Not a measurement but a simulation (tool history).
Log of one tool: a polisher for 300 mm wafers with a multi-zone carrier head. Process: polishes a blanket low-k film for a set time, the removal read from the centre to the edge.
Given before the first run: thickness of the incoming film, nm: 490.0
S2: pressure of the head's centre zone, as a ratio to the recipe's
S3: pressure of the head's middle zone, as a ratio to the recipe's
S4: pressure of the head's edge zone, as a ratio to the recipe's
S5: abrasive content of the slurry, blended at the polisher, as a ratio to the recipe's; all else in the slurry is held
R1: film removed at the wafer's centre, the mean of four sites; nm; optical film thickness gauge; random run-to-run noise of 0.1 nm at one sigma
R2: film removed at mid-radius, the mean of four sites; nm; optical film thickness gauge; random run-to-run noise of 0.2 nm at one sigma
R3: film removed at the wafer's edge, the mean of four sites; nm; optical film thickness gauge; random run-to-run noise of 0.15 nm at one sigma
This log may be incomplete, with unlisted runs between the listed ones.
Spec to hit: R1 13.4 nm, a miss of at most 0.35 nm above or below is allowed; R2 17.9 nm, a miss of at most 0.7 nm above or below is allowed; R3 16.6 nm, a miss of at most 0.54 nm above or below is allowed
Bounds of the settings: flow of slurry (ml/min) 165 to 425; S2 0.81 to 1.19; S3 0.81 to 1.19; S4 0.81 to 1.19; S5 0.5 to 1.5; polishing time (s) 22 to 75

run 1 day=0 | flow_of_slurry_(ml/min)=275 S2=1 S3=1 S4=1 S5=1 polishing_time_(s)=48 | R1=14.89 R2=15.1 R3=15.087
run 2 day=0.138 | flow_of_slurry_(ml/min)=270 S2=0.96 S3=1.05 S4=1.04 S5=1.05 polishing_time_(s)=48 | R1=14.351 R2=16.278 R3=15.746
run 3 day=0.492 | flow_of_slurry_(ml/min)=270 S2=0.96 S3=1.05 S4=1.04 S5=1.15 polishing_time_(s)=48 | R1=15.298 R2=16.585 R3=16.3
run 4 day=0.512 | flow_of_slurry_(ml/min)=270 S2=0.96 S3=1.05 S4=1.04 S5=1.15 polishing_time_(s)=36 | R1=11.359 R2=12.782 R3=12.231
run 5 day=0.583 | flow_of_slurry_(ml/min)=275 S2=0.93 S3=1.09 S4=1.08 S5=1.25 polishing_time_(s)=37 | R1=11.712 R2=14.029 R3=12.995
run 6 day=0.612 | flow_of_slurry_(ml/min)=265 S2=0.9 S3=1.1 S4=1.1 S5=1.35 polishing_time_(s)=39 | R1=12.216 R2=14.879 R3=14.402
run 7 day=0.821 | flow_of_slurry_(ml/min)=270 S2=0.89 S3=1.13 S4=1.12 S5=1.4 polishing_time_(s)=40 | R1=12.485 R2=15.956 R3=15.133
run 8 day=0.921 | flow_of_slurry_(ml/min)=285 S2=0.89 S3=1.15 S4=1.14 S5=1.45 polishing_time_(s)=40 | R1=12.901 R2=17.057 R3=15.485
run 9 day=1.046 | flow_of_slurry_(ml/min)=290 S2=0.89 S3=1.15 S4=1.15 S5=1.45 polishing_time_(s)=40 | R1=13.154 R2=16.698 R3=15.563
run 10 day=1.117 | flow_of_slurry_(ml/min)=295 S2=0.85 S3=1.19 S4=1.19 S5=1.5 polishing_time_(s)=41 | R1=12.702 R2=17.906 R3=16.351
run 11 day=1.296 | flow_of_slurry_(ml/min)=305 S2=0.86 S3=1.18 S4=1.19 S5=1.5 polishing_time_(s)=41 | R1=13.066 R2=18.173 R3=16.807
run 12 day=1.325 | flow_of_slurry_(ml/min)=305 S2=0.86 S3=1.18 S4=1.19 S5=1.5 polishing_time_(s)=41 | R1=13.112 R2=18.248 R3=16.575
run 13 day=1.592 | flow_of_slurry_(ml/min)=305 S2=0.86 S3=1.17 S4=1.19 S5=1.5 polishing_time_(s)=41 | R1=13.001 R2=17.689 R3=16.687

Consider the 5 candidate settings below. Which is the only one whose results all fall within their allowed miss of target?
run A day=1.858 | flow_of_slurry_(ml/min)=295 S2=0.83 S3=1.13 S4=1.19 S5=1.5 polishing_time_(s)=41 | R1=? R2=? R3=?
run B day=1.858 | flow_of_slurry_(ml/min)=350 S2=0.88 S3=1.18 S4=1.19 S5=1.5 polishing_time_(s)=41 | R1=? R2=? R3=?
run C day=1.858 | flow_of_slurry_(ml/min)=305 S2=0.81 S3=1.19 S4=1.19 S5=1.35 polishing_time_(s)=43 | R1=? R2=? R3=?
run D day=1.858 | flow_of_slurry_(ml/min)=275 S2=0.83 S3=1.14 S4=1.19 S5=1.5 polishing_time_(s)=41 | R1=? R2=? R3=?
run E day=1.858 | flow_of_slurry_(ml/min)=295 S2=0.83 S3=1.19 S4=1.19 S5=1.4 polishing_time_(s)=43 | R1=? R2=? R3=?

move=A R1=12.519 R2=17.055 R3=16.481
move=B R1=13.495 R2=17.953 R3=16.651
move=C R1=12.359 R2=18.034 R3=16.639
move=D R1=12.432 R2=17.075 R3=16.399
move=E R1=12.804 R2=18.232 R3=16.835
A: moves away from the targets compared with the last run
B: each result inside its tolerance
C: moves away from the targets compared with the last run
D: moves away from the targets compared with the last run
E: moves away from the targets compared with the last run
The right move is B.
